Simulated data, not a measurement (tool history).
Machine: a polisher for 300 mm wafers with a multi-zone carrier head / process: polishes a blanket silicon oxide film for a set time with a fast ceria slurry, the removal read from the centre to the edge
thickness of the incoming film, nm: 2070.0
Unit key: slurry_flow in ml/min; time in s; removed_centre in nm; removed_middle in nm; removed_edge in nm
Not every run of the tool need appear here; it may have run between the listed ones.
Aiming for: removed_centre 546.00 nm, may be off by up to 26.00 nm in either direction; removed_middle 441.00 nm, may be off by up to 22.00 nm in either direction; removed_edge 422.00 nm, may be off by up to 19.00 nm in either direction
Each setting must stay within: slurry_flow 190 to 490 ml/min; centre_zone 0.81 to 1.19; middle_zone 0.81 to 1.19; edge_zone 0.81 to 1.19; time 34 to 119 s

run,hour,slurry_flow,centre_zone,middle_zone,edge_zone,time,removed_centre,removed_middle,removed_edge
1,0.0,315,1.00,1.00,1.00,76,706.95,690.92,676.86
2,7.8,315,1.02,0.99,0.99,72,709.90,651.33,625.21
3,14.9,315,1.02,0.98,0.98,69,670.64,605.24,597.91
4,22.6,315,1.02,0.98,0.97,66,621.95,588.15,556.51
5,27.2,315,1.03,0.96,0.96,65,645.59,586.71,571.62
6,32.0,315,1.04,0.96,0.96,62,606.75,537.23,521.00
7,37.0,315,1.05,0.96,0.95,61,620.59,537.54,521.46
# hour 38.2: edge zone pressure recalibrated
8,38.2,315,1.05,0.96,0.94,59,593.37,524.30,507.35
9,43.2,315,1.05,0.96,0.94,59,584.64,521.38,522.16
10,49.6,320,1.06,0.96,0.97,57,569.33,506.98,511.44
11,53.2,320,1.06,0.96,0.97,57,583.99,515.91,509.32

4 next moves are on the table. One of them brings every result within its allowed miss. Which?
A,56.8,250,0.91,0.97,1.19,70,?,?,?
B,56.8,290,1.14,0.95,0.87,55,?,?,?
C,56.8,280,1.13,0.94,0.81,51,?,?,?
D,56.8,355,0.94,0.88,1.15,67,?,?,?

move,removed_centre,removed_middle,removed_edge
A,585.91,596.49,684.71
B,587.69,467.43,467.43
C,538.01,428.17,418.85
D,601.07,544.36,661.35
A: the biggest miss grows against the last run
B: moves toward the targets from the last run without getting all of them in spec
C: every result within its allowed miss
D: the biggest miss grows against the last run
Move C is the one to make.
